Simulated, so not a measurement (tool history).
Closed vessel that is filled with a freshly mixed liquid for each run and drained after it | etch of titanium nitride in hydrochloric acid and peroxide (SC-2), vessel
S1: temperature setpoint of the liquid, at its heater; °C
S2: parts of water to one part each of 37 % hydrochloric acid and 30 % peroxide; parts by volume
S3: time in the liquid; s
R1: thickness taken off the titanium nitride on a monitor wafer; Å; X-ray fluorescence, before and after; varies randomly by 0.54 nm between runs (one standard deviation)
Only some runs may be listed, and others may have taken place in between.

Run 1, hour 0: S1 63 °C, S2 6.5 parts by volume, S3 510 s. Result: R1 514.08 Å.
Run 2, hour 7.8: S1 57.5 °C, S2 6.5 parts by volume, S3 510 s. Result: R1 362.99 Å.
Run 3, hour 10.9: S1 58.5 °C, S2 6.5 parts by volume, S3 510 s. Result: R1 390.79 Å.
Run 4, hour 13.3: S1 58.5 °C, S2 5.5 parts by volume, S3 510 s. Result: R1 444.06 Å.
Run 5, hour 17.2: S1 59.5 °C, S2 5.5 parts by volume, S3 510 s. Result: R1 472.74 Å.
Run 6, hour 24.9: S1 60 °C, S2 5.5 parts by volume, S3 510 s. Result: R1 482.6 Å.
Run 7, hour 29.7: S1 60.5 °C, S2 5.5 parts by volume, S3 510 s. Result: R1 505.96 Å.

Run 8 comes next. What will it give?
Run 8, hour 33.7: S1 65.5 °C, S2 5.5 parts by volume, S3 510 s. Result: R1 ?.

R1: 680.23 Å
